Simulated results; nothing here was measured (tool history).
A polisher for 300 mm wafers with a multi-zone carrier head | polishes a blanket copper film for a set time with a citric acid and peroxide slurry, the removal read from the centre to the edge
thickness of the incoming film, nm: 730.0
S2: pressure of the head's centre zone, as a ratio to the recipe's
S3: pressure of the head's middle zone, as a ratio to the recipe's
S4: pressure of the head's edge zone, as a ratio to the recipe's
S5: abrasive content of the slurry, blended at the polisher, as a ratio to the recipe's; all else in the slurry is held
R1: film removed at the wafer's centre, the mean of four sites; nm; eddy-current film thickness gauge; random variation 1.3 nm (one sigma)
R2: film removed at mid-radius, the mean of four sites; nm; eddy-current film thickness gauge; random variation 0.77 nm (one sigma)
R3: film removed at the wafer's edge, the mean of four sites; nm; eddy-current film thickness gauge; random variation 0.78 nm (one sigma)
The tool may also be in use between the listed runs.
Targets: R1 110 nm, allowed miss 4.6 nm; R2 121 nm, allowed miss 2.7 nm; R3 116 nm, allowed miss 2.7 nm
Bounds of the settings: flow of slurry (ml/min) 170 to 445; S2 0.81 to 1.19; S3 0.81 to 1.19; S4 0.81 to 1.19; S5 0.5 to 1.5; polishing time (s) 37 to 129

run 1 hour=0 | flow_of_slurry_(ml/min)=285 S2=1 S3=1 S4=1 S5=1 polishing_time_(s)=83 | R1=203.15 R2=199.42 R3=206.74
run 2 hour=9 | flow_of_slurry_(ml/min)=285 S2=1 S3=1 S4=1 S5=0.9 polishing_time_(s)=83 | R1=200.49 R2=198.49 R3=202.46
run 3 hour=10.1 | flow_of_slurry_(ml/min)=285 S2=1 S3=1 S4=1 S5=0.75 polishing_time_(s)=83 | R1=192.85 R2=189.09 R3=194.73
run 4 hour=16.9 | flow_of_slurry_(ml/min)=285 S2=0.99 S3=1 S4=0.98 S5=0.7 polishing_time_(s)=80 | R1=178.67 R2=180.42 R3=181.45
run 5 hour=24.5 | flow_of_slurry_(ml/min)=285 S2=1.04 S3=1 S4=0.98 S5=0.7 polishing_time_(s)=80 | R1=188.02 R2=178.46 R3=181.58
run 6 hour=33.2 | flow_of_slurry_(ml/min)=285 S2=1.04 S3=1 S4=0.98 S5=0.9 polishing_time_(s)=80 | R1=201.45 R2=190.14 R3=190.05
run 7 hour=41.9 | flow_of_slurry_(ml/min)=280 S2=1.02 S3=0.99 S4=0.96 S5=0.85 polishing_time_(s)=77 | R1=185.03 R2=178.32 R3=179.54
run 8 hour=47.9 | flow_of_slurry_(ml/min)=280 S2=1.01 S3=0.99 S4=0.95 S5=0.8 polishing_time_(s)=75 | R1=174.98 R2=170.29 R3=171.72
run 9 hour=51.1 | flow_of_slurry_(ml/min)=280 S2=1 S3=0.99 S4=0.94 S5=0.75 polishing_time_(s)=73 | R1=169.07 R2=164.87 R3=165.18
run 10 hour=51.7 | flow_of_slurry_(ml/min)=280 S2=0.99 S3=0.99 S4=0.93 S5=0.7 polishing_time_(s)=71 | R1=157.01 R2=159 R3=159.19
run 11 hour=54.1 | flow_of_slurry_(ml/min)=280 S2=0.99 S3=0.99 S4=0.92 S5=0.7 polishing_time_(s)=69 | R1=156.89 R2=152.22 R3=153.59
run 12 hour=56.8 | flow_of_slurry_(ml/min)=275 S2=0.98 S3=0.99 S4=0.91 S5=0.7 polishing_time_(s)=68 | R1=152.78 R2=151.95 R3=148.48
run 13 hour=64.7 | flow_of_slurry_(ml/min)=270 S2=0.96 S3=0.98 S4=0.9 S5=0.7 polishing_time_(s)=67 | R1=143.83 R2=145.38 R3=145.31
run 14 hour=70.8 | flow_of_slurry_(ml/min)=265 S2=0.95 S3=0.98 S4=0.89 S5=0.7 polishing_time_(s)=66 | R1=139.54 R2=144.59 R3=143.02
run 15 hour=76.7 | flow_of_slurry_(ml/min)=260 S2=0.95 S3=0.98 S4=0.88 S5=0.7 polishing_time_(s)=65 | R1=138.03 R2=141.1 R3=138.93
run 16 hour=78.8 | flow_of_slurry_(ml/min)=260 S2=0.95 S3=0.98 S4=0.88 S5=0.7 polishing_time_(s)=65 | R1=138.98 R2=141.64 R3=139.25
run 17 hour=82.4 | flow_of_slurry_(ml/min)=255 S2=0.94 S3=0.98 S4=0.87 S5=0.7 polishing_time_(s)=65 | R1=136.63 R2=141.15 R3=139.43
run 18 hour=83.6 | flow_of_slurry_(ml/min)=255 S2=0.93 S3=0.98 S4=0.87 S5=0.7 polishing_time_(s)=64 | R1=133.8 R2=138.29 R3=137.67
run 19 hour=91.8 | flow_of_slurry_(ml/min)=255 S2=0.93 S3=0.98 S4=0.86 S5=0.7 polishing_time_(s)=63 | R1=130.05 R2=138.18 R3=133.61
run 20 hour=93 | flow_of_slurry_(ml/min)=250 S2=0.93 S3=0.98 S4=0.85 S5=0.7 polishing_time_(s)=63 | R1=133.42 R2=136.75 R3=132.66
run 21 hour=97.2 | flow_of_slurry_(ml/min)=245 S2=0.92 S3=0.98 S4=0.85 S5=0.7 polishing_time_(s)=63 | R1=128.63 R2=136.83 R3=133.22
run 22 hour=102.6 | flow_of_slurry_(ml/min)=245 S2=0.89 S3=0.98 S4=0.81 S5=0.5 polishing_time_(s)=55 | R1=102.53 R2=110.48 R3=107.2
run 23 hour=106.4 | flow_of_slurry_(ml/min)=250 S2=0.89 S3=0.99 S4=0.82 S5=0.5 polishing_time_(s)=55 | R1=103.7 R2=111.98 R3=106.5
run 24 hour=108.7 | flow_of_slurry_(ml/min)=255 S2=0.89 S3=0.99 S4=0.83 S5=0.5 polishing_time_(s)=55 | R1=103.19 R2=112.51 R3=108.45

Which of these 4 next moves meets every target?
run A hour=111 | flow_of_slurry_(ml/min)=290 S2=0.87 S3=1.15 S4=0.81 S5=0.6 polishing_time_(s)=52 | R1=? R2=? R3=?
run B hour=111 | flow_of_slurry_(ml/min)=230 S2=0.9 S3=1 S4=0.85 S5=0.65 polishing_time_(s)=56 | R1=? R2=? R3=?
run C hour=111 | flow_of_slurry_(ml/min)=365 S2=0.85 S3=1.05 S4=0.86 S5=0.65 polishing_time_(s)=51 | R1=? R2=? R3=?
run D hour=111 | flow_of_slurry_(ml/min)=190 S2=0.86 S3=1.12 S4=0.81 S5=0.65 polishing_time_(s)=55 | R1=? R2=? R3=?

move=A R1=102.38 R2=126.54 R3=104.97
move=B R1=112.58 R2=119.82 R3=115.37
move=C R1=102.01 R2=119.22 R3=109.38
move=D R1=102.59 R2=126.22 R3=108.58
A: takes the result that was furthest off past its target
B: meets every target
C: brings the result that was furthest off to its target, and leaves another outside
D: takes the result that was furthest off past its target
Answer: B
